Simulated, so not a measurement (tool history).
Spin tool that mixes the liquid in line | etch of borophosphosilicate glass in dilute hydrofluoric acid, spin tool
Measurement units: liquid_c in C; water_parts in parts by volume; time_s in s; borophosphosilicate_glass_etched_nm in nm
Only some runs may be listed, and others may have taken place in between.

run	hour	liquid_c	water_parts	time_s	borophosphosilicate_glass_etched_nm
1	0	22	135	65	11.639
2	6.3	22	135	70	12.464
3	7.5	19.5	135	70	11.36
4	12.6	21.5	135	70	12.047
5	14.6	21.5	135	70	12.264
6	20.3	24	110	70	16.884
7	24.7	25.5	95	70	21.065

What will run 8 give?
8	26.7	27	85	70	?

{"run 8": {"borophosphosilicate_glass_etched_nm": 25.401}}

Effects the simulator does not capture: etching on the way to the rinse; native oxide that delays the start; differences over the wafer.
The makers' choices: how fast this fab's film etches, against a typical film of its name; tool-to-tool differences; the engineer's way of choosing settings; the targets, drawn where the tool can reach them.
